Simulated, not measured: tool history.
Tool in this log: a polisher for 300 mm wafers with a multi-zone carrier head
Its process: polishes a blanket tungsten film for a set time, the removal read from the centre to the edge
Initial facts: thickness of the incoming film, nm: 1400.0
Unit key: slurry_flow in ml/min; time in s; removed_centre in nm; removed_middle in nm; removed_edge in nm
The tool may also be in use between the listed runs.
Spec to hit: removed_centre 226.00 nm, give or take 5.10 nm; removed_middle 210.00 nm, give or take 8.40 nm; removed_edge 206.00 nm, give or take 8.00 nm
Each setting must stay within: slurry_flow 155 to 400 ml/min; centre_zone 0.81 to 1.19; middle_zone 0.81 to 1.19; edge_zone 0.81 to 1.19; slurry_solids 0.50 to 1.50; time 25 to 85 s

run,hour,slurry_flow,centre_zone,middle_zone,edge_zone,slurry_solids,time,removed_centre,removed_middle,removed_edge
1,0.0,255,1.00,1.00,1.00,1.00,55,199.38,200.51,199.45
2,7.8,265,1.01,1.00,1.00,1.00,55,200.19,207.72,203.17
3,15.9,265,1.01,1.00,1.00,1.00,62,222.76,225.55,230.79
4,23.1,310,1.01,1.00,1.00,1.00,62,230.77,234.99,234.89
5,29.0,310,1.01,1.00,1.00,1.00,50,183.94,182.81,188.68
6,31.4,310,1.01,1.00,0.96,1.00,50,185.08,187.48,185.62
7,36.3,315,1.03,1.01,0.97,1.05,50,193.36,192.69,183.27
8,37.2,320,1.04,1.01,0.99,1.10,50,197.96,194.29,188.52
9,41.2,325,1.05,1.01,1.00,1.10,50,197.89,193.81,191.96
10,45.8,330,1.06,1.02,1.01,1.10,50,201.38,197.95,190.24
11,51.1,335,1.07,1.02,1.02,1.10,50,204.26,194.46,192.06

Exercise: of the 5 proposed moves below, exactly one satisfies all targets within the stated allowed misses. Which move is it?
A,56.4,335,1.12,1.03,0.99,1.35,51,?,?,?
B,56.4,400,1.19,0.83,1.06,1.10,53,?,?,?
C,56.4,370,1.16,1.00,1.04,0.95,51,?,?,?
D,56.4,365,1.06,1.09,1.06,1.05,45,?,?,?
E,56.4,350,1.04,0.98,1.07,1.05,49,?,?,?

move,removed_centre,removed_middle,removed_edge
A,228.40,213.89,207.32
B,244.35,179.73,214.83
C,220.58,194.29,197.01
D,181.62,188.48,178.88
E,193.10,186.87,195.34
A: all results in spec
B: carries the result that was furthest off beyond its target, to the other side
C: closer than the last run, but not yet in spec
D: its largest miss is bigger than the last run's
E: its largest miss is bigger than the last run's
A meets every target.
